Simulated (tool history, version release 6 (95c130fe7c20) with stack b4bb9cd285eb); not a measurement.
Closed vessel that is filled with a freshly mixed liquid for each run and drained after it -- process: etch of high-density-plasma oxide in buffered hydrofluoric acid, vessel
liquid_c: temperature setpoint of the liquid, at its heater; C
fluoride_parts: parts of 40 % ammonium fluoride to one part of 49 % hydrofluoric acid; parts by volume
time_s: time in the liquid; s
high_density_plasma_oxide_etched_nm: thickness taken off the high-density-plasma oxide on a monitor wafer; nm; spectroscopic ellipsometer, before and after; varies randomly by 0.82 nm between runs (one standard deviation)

| run | day | liquid_c | fluoride_parts | time_s | high_density_plasma_oxide_etched_nm |
|---|---|---|---|---|---|
| 1 | 0.000 | 20.0 | 19.5 | 105 | 79.321 |
| 2 | 0.271 | 20.0 | 19.5 | 105 | 79.521 |
| 3 | 0.438 | 21.0 | 18.5 | 105 | 87.788 |
| 4 | 0.633 | 22.0 | 17.5 | 105 | 98.037 |
|  | 0.842 | hydrofluoric acid flow meter replaced |
| 5 | 0.842 | 23.0 | 17.0 | 105 | 101.120 |
| 6 | 1.042 | 23.0 | 17.0 | 110 | 105.470 |
| 7 | 1.167 | 23.5 | 16.0 | 110 | 114.840 |
| 8 | 1.383 | 23.5 | 16.0 | 110 | 115.580 |

Run 9 is up next; what results do you expect?
| 9 | 1.679 | 27.5 | 13.0 | 110 | ? |

high_density_plasma_oxide_etched_nm: 174.630 nm
